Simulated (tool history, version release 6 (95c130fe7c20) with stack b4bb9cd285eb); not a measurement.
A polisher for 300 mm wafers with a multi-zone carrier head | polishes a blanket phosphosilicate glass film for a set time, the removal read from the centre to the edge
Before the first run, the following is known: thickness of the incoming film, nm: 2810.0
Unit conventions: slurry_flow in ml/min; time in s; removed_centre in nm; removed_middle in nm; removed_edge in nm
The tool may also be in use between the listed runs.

run  hour  slurry_flow  centre_zone  middle_zone  edge_zone  slurry_solids  time  removed_centre  removed_middle  removed_edge
  1   0.0          265         1.00         1.00       1.00           1.00    84          505.53          503.76        519.23
  2   6.0          265         1.00         1.00       0.94           1.00    84          517.12          495.17        511.89
  3  11.2          265         1.02         0.99       0.96           1.05    86          542.44          508.70        542.42
  4  19.6          265         1.02         0.99       0.87           1.05    86          542.78          519.74        522.45
  5  26.3          265         1.02         0.99       0.81           1.05    86          550.96          520.79        508.38
  6  28.7          265         1.02         0.93       0.81           1.05    86          547.92          491.54        491.82
  7  31.7          270         1.04         0.95       0.84           1.10    87          576.04          515.37        510.31
  8  33.3          255         1.05         0.96       0.88           1.15    90          607.64          547.16        559.22
  9  35.4          255         1.05         0.96       0.88           1.15    90          605.21          535.97        552.15

Run 10 is up next; what results do you expect?
 10  44.2          275         1.12         1.04       0.98           1.40    98               ?               ?             ?

Run 10 gave removed_centre 763.18 nm, removed_middle 684.82 nm, removed_edge 686.67 nm.
